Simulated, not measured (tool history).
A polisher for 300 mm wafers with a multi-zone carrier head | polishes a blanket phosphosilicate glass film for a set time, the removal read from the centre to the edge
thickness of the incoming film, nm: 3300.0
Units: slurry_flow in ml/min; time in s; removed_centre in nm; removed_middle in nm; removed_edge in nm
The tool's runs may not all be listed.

run,day,slurry_flow,centre_zone,middle_zone,edge_zone,slurry_solids,time,removed_centre,removed_middle,removed_edge
1,0,250,1,1,1,1,44,336.62,332.49,334.02
2,0.258,250,1,1,1,1.2,44,353.6,351.82,356.22
3,0.533,260,1.03,1.03,1,1.2,44,366.69,359.32,345.97
4,0.662,265,1.04,1.05,1.01,1.25,44,377.16,374.28,357.36
5,0.717,265,0.99,1.05,1.01,1.25,44,358.98,377.19,364
6,0.85,265,0.99,1.05,1.01,1.25,33,267.47,280.7,273.08
7,0.996,270,1.02,1.07,1.02,1.3,35,296.34,307.99,291.41
8,1.367,275,1.05,1.08,1.04,1.35,37,329.39,329.01,314.67
9,1.696,280,1.07,1.1,1.05,1.4,38,351.85,358.55,327.45
10,1.875,285,1.09,1.1,1.07,1.4,39,358.82,363.07,341.35
11,2.067,285,1.11,1.11,1.07,1.4,40,390.15,379.62,355.11

The next listed run, before its measurement:
12,2.362,290,1.12,1.12,1.08,1.4,40,?,?,?

{"run 12": {"removed_centre": 384.23, "removed_middle": 382.13, "removed_edge": 354.85}}

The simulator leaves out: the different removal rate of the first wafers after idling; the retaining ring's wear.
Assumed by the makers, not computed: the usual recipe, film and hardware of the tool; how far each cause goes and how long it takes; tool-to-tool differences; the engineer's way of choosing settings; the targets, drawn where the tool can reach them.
